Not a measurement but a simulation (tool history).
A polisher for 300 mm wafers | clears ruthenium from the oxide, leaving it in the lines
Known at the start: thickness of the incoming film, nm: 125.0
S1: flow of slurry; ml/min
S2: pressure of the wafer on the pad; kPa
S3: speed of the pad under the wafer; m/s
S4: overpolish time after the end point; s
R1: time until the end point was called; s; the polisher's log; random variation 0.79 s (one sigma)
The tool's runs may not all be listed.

Run 1, day 0: S1 315 ml/min, S2 18.6 kPa, S3 1.1 m/s, S4 28 s. Result: R1 58.038 s.
Run 2, day 0.192: S1 315 ml/min, S2 17.2 kPa, S3 1.1 m/s, S4 28 s. Result: R1 60.702 s.
Run 3, day 0.262: S1 315 ml/min, S2 19.3 kPa, S3 1.1 m/s, S4 28 s. Result: R1 56.796 s.
Run 4, day 0.475: S1 315 ml/min, S2 19.3 kPa, S3 0.92 m/s, S4 28 s. Result: R1 64.474 s.
Run 5, day 0.567: S1 385 ml/min, S2 19.3 kPa, S3 0.92 m/s, S4 28 s. Result: R1 62.255 s.
Run 6, day 0.846: S1 445 ml/min, S2 19.3 kPa, S3 0.92 m/s, S4 28 s. Result: R1 62.843 s.
Run 7, day 1.112: S1 445 ml/min, S2 17.9 kPa, S3 0.92 m/s, S4 28 s. Result: R1 64.729 s.
Run 8, day 1.442: S1 440 ml/min, S2 13.1 kPa, S3 0.88 m/s, S4 28 s. Result: R1 81.469 s.
Run 9, day 1.517: S1 435 ml/min, S2 12.4 kPa, S3 0.88 m/s, S4 28 s. Result: R1 82.245 s.
Run 10, day 1.767: S1 430 ml/min, S2 11.7 kPa, S3 0.88 m/s, S4 28 s. Result: R1 86.436 s.
Run 11, day 1.912: S1 425 ml/min, S2 11.7 kPa, S3 0.88 m/s, S4 28 s. Result: R1 85.498 s.

Forecast run 12:
Run 12, day 1.975: S1 420 ml/min, S2 11.7 kPa, S3 0.88 m/s, S4 28 s. Result: R1 ?.

R1: 86.906 s
